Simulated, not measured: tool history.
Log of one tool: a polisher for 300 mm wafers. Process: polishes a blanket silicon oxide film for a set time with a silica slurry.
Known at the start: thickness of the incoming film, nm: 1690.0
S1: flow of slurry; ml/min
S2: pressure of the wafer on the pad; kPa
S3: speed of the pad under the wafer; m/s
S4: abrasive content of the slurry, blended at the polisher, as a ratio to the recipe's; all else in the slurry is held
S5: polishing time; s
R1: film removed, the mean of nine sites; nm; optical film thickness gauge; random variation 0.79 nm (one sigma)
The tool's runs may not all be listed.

Run 1, hour 0: S1 295 ml/min, S2 25.5 kPa, S3 0.98 m/s, S4 1, S5 60 s. Result: R1 163.99 nm.
Run 2, hour 4.4: S1 350 ml/min, S2 25.5 kPa, S3 0.98 m/s, S4 1, S5 60 s. Result: R1 167.14 nm.
Run 3, hour 13.2: S1 400 ml/min, S2 25.5 kPa, S3 0.98 m/s, S4 1, S5 60 s. Result: R1 169.04 nm.
Run 4, hour 17.5: S1 400 ml/min, S2 23.4 kPa, S3 0.96 m/s, S4 1, S5 60 s. Result: R1 151.34 nm.
Run 5, hour 21.4: S1 400 ml/min, S2 22.1 kPa, S3 0.94 m/s, S4 1, S5 60 s. Result: R1 141.63 nm.
Run 6, hour 28.5: S1 400 ml/min, S2 22.1 kPa, S3 0.78 m/s, S4 1, S5 60 s. Result: R1 121.21 nm.

Forecast run 7:
Run 7, hour 35.4: S1 400 ml/min, S2 20.7 kPa, S3 0.78 m/s, S4 1, S5 60 s. Result: R1 ?.

{"run 7": {"R1": 114.24}}
